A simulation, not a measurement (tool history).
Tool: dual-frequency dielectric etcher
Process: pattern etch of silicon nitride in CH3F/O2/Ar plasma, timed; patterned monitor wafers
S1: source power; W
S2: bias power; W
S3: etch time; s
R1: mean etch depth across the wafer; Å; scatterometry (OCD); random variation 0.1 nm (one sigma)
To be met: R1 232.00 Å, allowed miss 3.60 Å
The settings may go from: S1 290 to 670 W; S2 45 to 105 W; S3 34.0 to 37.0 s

run    day   S1  S2    S3      R1
  1  0.000  480  75  37.0  267.80
  2  0.025  440  75  37.0  257.17
  3  0.138  410  74  37.0  251.13
  4  0.425  410  66  37.0  238.52
     0.496  -- source power generator calibrated
  5  0.496  490  66  37.0  258.62
  6  0.588  410  66  37.0  239.02
  7  0.812  400  66  37.0  238.63
  8  0.850  390  66  37.0  236.28

Which of these 5 next moves meets every target?
  A  0.888  400  75  35.0   ?
  B  0.888  420  65  36.5   ?
  C  0.888  340  66  37.0   ?
  D  0.888  400  69  35.5   ?
  E  0.888  370  63  36.0   ?

move      R1
   A  237.65
   B  239.18
   C  225.01
   D  233.52
   E  222.14
A: further off than the last run
B: further off than the last run
C: takes the result that was furthest off past its target
D: meets every target
E: takes the result that was furthest off past its target
The right move is D.

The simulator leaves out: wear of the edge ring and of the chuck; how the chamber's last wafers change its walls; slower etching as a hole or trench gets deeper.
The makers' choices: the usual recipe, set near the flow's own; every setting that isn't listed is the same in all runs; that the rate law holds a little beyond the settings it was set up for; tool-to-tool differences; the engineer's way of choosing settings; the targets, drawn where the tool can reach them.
